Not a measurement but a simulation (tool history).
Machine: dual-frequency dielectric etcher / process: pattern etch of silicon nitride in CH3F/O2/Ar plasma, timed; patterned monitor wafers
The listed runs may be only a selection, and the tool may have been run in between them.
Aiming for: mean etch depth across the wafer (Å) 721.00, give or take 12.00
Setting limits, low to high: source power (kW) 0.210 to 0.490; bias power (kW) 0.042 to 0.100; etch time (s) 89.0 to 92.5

run  hour  source power (kW)  bias power (kW)  etch time (s)  mean etch depth across the wafer (Å)
  1   0.0              0.350            0.071           89.0                                647.04
  2   7.6              0.370            0.072           89.0                                664.95
  3  16.1              0.370            0.061           89.0                                635.10
  4  16.9              0.390            0.062           89.0                                651.76
  5  19.2              0.340            0.062           89.0                                618.70
  6  22.4              0.340            0.067           89.0                                628.68
  7  25.4              0.360            0.068           89.0                                648.54
  8  28.7              0.380            0.069           89.0                                658.85

Consider the 4 candidate settings below. Which is the only one whose results all fall within their allowed miss of target?
  A  32.0              0.420            0.075           92.0                                     ?
  B  32.0              0.410            0.057           92.5                                     ?
  C  32.0              0.460            0.055           92.5                                     ?
  D  32.0              0.370            0.079           90.5                                     ?

move  mean etch depth across the wafer (Å)
   A                                724.06
   B                                671.83
   C                                693.09
   D                                692.51
A: meets every target
B: closer than the last run, but not yet in spec
C: closer than the last run, but not yet in spec
D: closer than the last run, but not yet in spec
A is the move that brings every result within its allowed miss.
